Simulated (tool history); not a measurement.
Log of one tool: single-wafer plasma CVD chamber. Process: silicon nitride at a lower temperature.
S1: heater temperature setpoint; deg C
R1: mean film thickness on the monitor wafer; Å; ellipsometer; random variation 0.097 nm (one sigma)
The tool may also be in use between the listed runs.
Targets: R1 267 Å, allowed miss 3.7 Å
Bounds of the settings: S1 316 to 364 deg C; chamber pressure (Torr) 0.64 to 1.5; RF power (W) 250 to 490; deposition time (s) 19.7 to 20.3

run 1 hour=0 | S1=340 chamber_pressure_(Torr)=1.07 RF_power_(W)=370 deposition_time_(s)=19.7 | R1=239.31
run 2 hour=8.4 | S1=340 chamber_pressure_(Torr)=1.17 RF_power_(W)=375 deposition_time_(s)=19.7 | R1=248.04
run 3 hour=9.3 | S1=340 chamber_pressure_(Torr)=1.17 RF_power_(W)=375 deposition_time_(s)=20.3 | R1=253.85
run 4 hour=17.6 | S1=345 chamber_pressure_(Torr)=1.17 RF_power_(W)=375 deposition_time_(s)=20.3 | R1=253.58
run 5 hour=24.7 | S1=344 chamber_pressure_(Torr)=1.22 RF_power_(W)=375 deposition_time_(s)=20.3 | R1=256.38
run 6 hour=29.1 | S1=339 chamber_pressure_(Torr)=1.22 RF_power_(W)=375 deposition_time_(s)=20.3 | R1=256.36
run 7 hour=31.7 | S1=339 chamber_pressure_(Torr)=1.27 RF_power_(W)=375 deposition_time_(s)=20.3 | R1=260.34
run 8 hour=33.8 | S1=339 chamber_pressure_(Torr)=1.3 RF_power_(W)=375 deposition_time_(s)=20.3 | R1=261.25
run 9 hour=39.9 | S1=339 chamber_pressure_(Torr)=1.32 RF_power_(W)=375 deposition_time_(s)=20.3 | R1=263.25

4 next moves are on the table. One of them brings every result within its allowed miss. Which?
run A hour=46 | S1=329 chamber_pressure_(Torr)=1.24 RF_power_(W)=395 deposition_time_(s)=19.9 | R1=?
run B hour=46 | S1=335 chamber_pressure_(Torr)=1.28 RF_power_(W)=370 deposition_time_(s)=20.3 | R1=?
run C hour=46 | S1=342 chamber_pressure_(Torr)=1.38 RF_power_(W)=380 deposition_time_(s)=19.7 | R1=?
run D hour=46 | S1=338 chamber_pressure_(Torr)=1.37 RF_power_(W)=385 deposition_time_(s)=20.2 | R1=?

move=A R1=259.35
move=B R1=257.48
move=C R1=257.92
move=D R1=266.07
A: further off than the last run
B: further off than the last run
C: further off than the last run
D: meets every target
Answer: D

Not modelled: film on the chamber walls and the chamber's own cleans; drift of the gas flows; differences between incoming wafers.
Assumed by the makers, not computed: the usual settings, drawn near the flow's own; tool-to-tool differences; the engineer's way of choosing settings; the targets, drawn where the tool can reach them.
